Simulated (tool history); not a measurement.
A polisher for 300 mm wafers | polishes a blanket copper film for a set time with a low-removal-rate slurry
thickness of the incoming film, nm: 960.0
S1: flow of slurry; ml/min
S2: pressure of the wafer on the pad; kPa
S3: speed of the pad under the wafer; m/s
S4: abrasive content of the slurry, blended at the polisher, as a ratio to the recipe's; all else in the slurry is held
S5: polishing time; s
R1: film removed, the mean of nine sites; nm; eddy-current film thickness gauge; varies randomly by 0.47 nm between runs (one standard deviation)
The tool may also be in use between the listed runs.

| run | day | S1 | S2 | S3 | S4 | S5 | R1 |
|---|---|---|---|---|---|---|---|
| 1 | 0.000 | 120 | 15.2 | 0.96 | 1.0 | 40 | 75.540 |
| 2 | 0.088 | 140 | 15.2 | 0.96 | 1.0 | 40 | 79.169 |
| 3 | 0.358 | 130 | 13.1 | 0.96 | 1.0 | 40 | 67.877 |
| 4 | 0.650 | 130 | 13.1 | 0.96 | 1.0 | 40 | 68.123 |
| 5 | 0.742 | 130 | 13.1 | 0.96 | 1.0 | 35 | 60.251 |
| 6 | 1.017 | 125 | 11.7 | 0.96 | 1.0 | 35 | 52.524 |
| 7 | 1.175 | 125 | 11.7 | 0.96 | 1.0 | 35 | 52.450 |
| 8 | 1.417 | 115 | 11.7 | 0.96 | 1.0 | 35 | 51.754 |
| 9 | 1.458 | 105 | 11.7 | 0.96 | 1.0 | 35 | 49.943 |

Run 10, settings as shown, results not yet in. Your forecast:
| 10 | 1.558 | 100 | 11.7 | 0.96 | 1.0 | 35 | ? |

Run 10 produced R1 49.844 nm.

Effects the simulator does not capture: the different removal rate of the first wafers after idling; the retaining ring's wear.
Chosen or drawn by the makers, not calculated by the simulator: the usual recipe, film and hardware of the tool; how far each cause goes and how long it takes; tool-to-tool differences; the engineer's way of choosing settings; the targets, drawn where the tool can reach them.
